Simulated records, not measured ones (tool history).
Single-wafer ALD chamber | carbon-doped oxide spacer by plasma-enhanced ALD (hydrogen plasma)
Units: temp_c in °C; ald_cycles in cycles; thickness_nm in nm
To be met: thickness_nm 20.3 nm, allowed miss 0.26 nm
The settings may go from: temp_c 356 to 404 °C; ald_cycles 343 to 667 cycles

{"run": 1, "hour": 0.0, "temp_c": 380, "ald_cycles": 505, "thickness_nm": 26.963}
{"run": 2, "hour": 9.8, "temp_c": 380, "ald_cycles": 468, "thickness_nm": 24.884}
{"run": 3, "hour": 18.7, "temp_c": 380, "ald_cycles": 503, "thickness_nm": 26.876}
{"run": 4, "hour": 27.6, "temp_c": 380, "ald_cycles": 469, "thickness_nm": 25.105}
{"run": 5, "hour": 36.3, "temp_c": 380, "ald_cycles": 406, "thickness_nm": 21.664}
{"run": 6, "hour": 45.0, "temp_c": 380, "ald_cycles": 399, "thickness_nm": 21.271}
{"run": 7, "hour": 49.6, "temp_c": 380, "ald_cycles": 394, "thickness_nm": 20.98}
{"run": 8, "hour": 57.1, "temp_c": 380, "ald_cycles": 374, "thickness_nm": 20.001}

Which of these 4 next moves meets every target?
{"run": "A", "hour": 64.6, "temp_c": 376, "ald_cycles": 369, "thickness_nm": "?"}
{"run": "B", "hour": 64.6, "temp_c": 377, "ald_cycles": 366, "thickness_nm": "?"}
{"run": "C", "hour": 64.6, "temp_c": 378, "ald_cycles": 380, "thickness_nm": "?"}
{"run": "D", "hour": 64.6, "temp_c": 385, "ald_cycles": 368, "thickness_nm": "?"}

move=A thickness_nm=19.712
move=B thickness_nm=19.552
move=C thickness_nm=20.299
move=D thickness_nm=19.658
A: further off than the last run
B: further off than the last run
C: meets every target
D: further off than the last run
The right move is C.
